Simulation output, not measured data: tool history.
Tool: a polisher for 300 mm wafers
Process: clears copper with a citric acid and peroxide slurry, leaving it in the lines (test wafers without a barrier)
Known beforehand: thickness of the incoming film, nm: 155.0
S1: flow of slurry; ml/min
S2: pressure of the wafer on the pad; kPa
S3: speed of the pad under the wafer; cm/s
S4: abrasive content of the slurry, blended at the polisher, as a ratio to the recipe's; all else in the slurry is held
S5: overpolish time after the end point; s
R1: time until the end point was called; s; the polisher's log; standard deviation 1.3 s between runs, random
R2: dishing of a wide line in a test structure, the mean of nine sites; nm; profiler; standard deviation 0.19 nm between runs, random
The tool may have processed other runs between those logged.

Run 1, day 0: S1 250 ml/min, S2 17.2 kPa, S3 110 cm/s, S4 1, S5 15 s. Result: R1 89.083 s, R2 20.271 nm.
Run 2, day 0.321: S1 305 ml/min, S2 17.2 kPa, S3 110 cm/s, S4 1, S5 15 s. Result: R1 88.812 s, R2 20.504 nm.
Run 3, day 0.483: S1 305 ml/min, S2 14.5 kPa, S3 110 cm/s, S4 1, S5 15 s. Result: R1 102.1 s, R2 17.53 nm.
Run 4, day 0.783: S1 305 ml/min, S2 14.5 kPa, S3 92 cm/s, S4 1, S5 15 s. Result: R1 124.57 s, R2 15.438 nm.
Run 5, day 0.925: S1 280 ml/min, S2 14.5 kPa, S3 92 cm/s, S4 1, S5 15 s. Result: R1 122.69 s, R2 14.96 nm.
Run 6, day 0.979: S1 280 ml/min, S2 14.5 kPa, S3 92 cm/s, S4 0.9, S5 15 s. Result: R1 127.35 s, R2 14.35 nm.
Run 7, day 1.308: S1 280 ml/min, S2 15.2 kPa, S3 94 cm/s, S4 0.85, S5 13 s. Result: R1 125.61 s, R2 13.175 nm.

For run 8, what comes out?
Run 8, day 1.429: S1 270 ml/min, S2 17.9 kPa, S3 100 cm/s, S4 1.1, S5 6 s. Result: R1 ?, R2 ?.

For run 8 the tool returned R1 90.038 s, R2 8.5383 nm.
